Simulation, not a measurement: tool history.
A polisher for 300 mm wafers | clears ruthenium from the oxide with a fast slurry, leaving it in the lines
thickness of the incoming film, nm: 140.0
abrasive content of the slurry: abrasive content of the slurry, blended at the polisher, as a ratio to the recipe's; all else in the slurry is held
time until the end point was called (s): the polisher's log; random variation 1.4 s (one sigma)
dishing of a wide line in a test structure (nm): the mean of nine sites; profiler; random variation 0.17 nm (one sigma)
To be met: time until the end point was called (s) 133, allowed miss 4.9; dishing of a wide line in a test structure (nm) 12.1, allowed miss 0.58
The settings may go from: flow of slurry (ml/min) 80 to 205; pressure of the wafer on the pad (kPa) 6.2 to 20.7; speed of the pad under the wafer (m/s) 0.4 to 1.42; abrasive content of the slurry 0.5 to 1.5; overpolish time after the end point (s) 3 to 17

run	hour	flow of slurry (ml/min)	pressure of the wafer on the pad (kPa)	speed of the pad under the wafer (m/s)	abrasive content of the slurry	overpolish time after the end point (s)	time until the end point was called (s)	dishing of a wide line in a test structure (nm)
1	0	135	13.1	0.9	1	9	62.512	14.569
2	3.4	135	13.1	0.9	1	6	61.767	10.565
3	8.5	135	12.4	0.88	1	7	66.286	11.589
4	13.8	135	11.7	0.86	1	7	71.64	11.002
5	21.8	135	11.7	0.78	1	7	78.176	10.087
6	25.9	135	14.5	0.78	1	7	63.293	12.157
7	34.1	135	13.8	0.76	1	8	67.011	12.973
8	41.4	135	13.1	0.74	1	9	72.054	12.96
9	50	110	9	0.68	1	13	117.01	11.898

4 next moves are on the table. One of them brings every result within its allowed miss. Which?
A	58.6	145	9.7	0.72	0.9	11	?	?
B	58.6	130	7.6	0.78	0.85	15	?	?
C	58.6	110	8.3	0.84	0.85	14	?	?
D	58.6	135	13.8	0.68	0.7	11	?	?

move	time until the end point was called (s)	dishing of a wide line in a test structure (nm)
A	104.42	11.562
B	132.71	12.237
C	120.19	12.534
D	99.406	12.031
A: further off than the last run
B: meets every target
C: nearer than the last run, and not there yet
D: further off than the last run
Move B is the one to make.

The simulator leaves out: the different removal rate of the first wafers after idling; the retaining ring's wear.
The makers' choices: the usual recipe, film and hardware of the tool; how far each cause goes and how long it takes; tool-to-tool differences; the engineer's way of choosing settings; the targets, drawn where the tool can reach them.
